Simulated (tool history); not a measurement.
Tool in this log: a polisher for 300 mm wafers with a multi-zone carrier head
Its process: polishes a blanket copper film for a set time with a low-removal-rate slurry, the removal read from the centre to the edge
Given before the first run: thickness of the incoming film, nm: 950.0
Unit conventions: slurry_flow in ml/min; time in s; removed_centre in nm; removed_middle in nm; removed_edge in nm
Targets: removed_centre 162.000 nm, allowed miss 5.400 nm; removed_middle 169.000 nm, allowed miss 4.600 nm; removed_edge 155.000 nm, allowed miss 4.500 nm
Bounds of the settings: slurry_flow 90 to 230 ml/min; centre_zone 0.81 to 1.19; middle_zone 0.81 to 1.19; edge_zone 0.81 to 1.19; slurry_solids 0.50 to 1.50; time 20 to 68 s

run 1 hour=0.0 | slurry_flow=150 centre_zone=1.00 middle_zone=1.00 edge_zone=1.00 slurry_solids=1.00 time=44 | removed_centre=93.131 removed_middle=97.669 removed_edge=97.734
run 2 hour=7.5 | slurry_flow=155 centre_zone=1.01 middle_zone=1.02 edge_zone=1.02 slurry_solids=1.05 time=45 | removed_centre=101.030 removed_middle=104.230 removed_edge=104.080
run 3 hour=9.6 | slurry_flow=155 centre_zone=1.01 middle_zone=1.02 edge_zone=1.02 slurry_solids=1.05 time=51 | removed_centre=114.010 removed_middle=116.890 removed_edge=116.400
run 4 hour=13.4 | slurry_flow=155 centre_zone=1.01 middle_zone=1.02 edge_zone=1.06 slurry_solids=1.05 time=51 | removed_centre=113.750 removed_middle=117.890 removed_edge=117.670
run 5 hour=21.0 | slurry_flow=160 centre_zone=1.01 middle_zone=1.03 edge_zone=1.07 slurry_solids=1.10 time=51 | removed_centre=114.170 removed_middle=119.740 removed_edge=121.670
run 6 hour=22.5 | slurry_flow=160 centre_zone=1.01 middle_zone=1.08 edge_zone=1.07 slurry_solids=1.10 time=51 | removed_centre=117.840 removed_middle=125.170 removed_edge=121.880
-- hour=29.1 slurry nozzle cleaned
run 7 hour=29.1 | slurry_flow=165 centre_zone=1.01 middle_zone=1.09 edge_zone=1.07 slurry_solids=1.15 time=51 | removed_centre=136.110 removed_middle=141.370 removed_edge=132.700
run 8 hour=33.9 | slurry_flow=170 centre_zone=1.01 middle_zone=1.09 edge_zone=1.07 slurry_solids=1.15 time=51 | removed_centre=136.810 removed_middle=142.150 removed_edge=134.180

Exercise: of the 4 proposed moves below, exactly one satisfies all targets within the stated allowed misses. Which move is it?
run A hour=38.7 | slurry_flow=180 centre_zone=0.98 middle_zone=1.10 edge_zone=1.06 slurry_solids=1.25 time=58 | removed_centre=? removed_middle=? removed_edge=?
run B hour=38.7 | slurry_flow=230 centre_zone=0.95 middle_zone=1.09 edge_zone=1.05 slurry_solids=1.25 time=57 | removed_centre=? removed_middle=? removed_edge=?
run C hour=38.7 | slurry_flow=165 centre_zone=0.99 middle_zone=1.03 edge_zone=1.08 slurry_solids=1.35 time=61 | removed_centre=? removed_middle=? removed_edge=?
run D hour=38.7 | slurry_flow=175 centre_zone=1.08 middle_zone=1.15 edge_zone=1.14 slurry_solids=1.20 time=56 | removed_centre=? removed_middle=? removed_edge=?

move=A removed_centre=152.400 removed_middle=168.090 removed_edge=154.200
move=B removed_centre=150.990 removed_middle=169.840 removed_edge=154.920
move=C removed_centre=162.480 removed_middle=168.080 removed_edge=165.320
move=D removed_centre=159.740 removed_middle=165.900 removed_edge=151.740
A: the furthest-off result lands on target, but another misses its tolerance
B: the furthest-off result lands on target, but another misses its tolerance
C: the furthest-off result lands on target, but another misses its tolerance
D: every result lands within tolerance
Go with D: it meets all targets.

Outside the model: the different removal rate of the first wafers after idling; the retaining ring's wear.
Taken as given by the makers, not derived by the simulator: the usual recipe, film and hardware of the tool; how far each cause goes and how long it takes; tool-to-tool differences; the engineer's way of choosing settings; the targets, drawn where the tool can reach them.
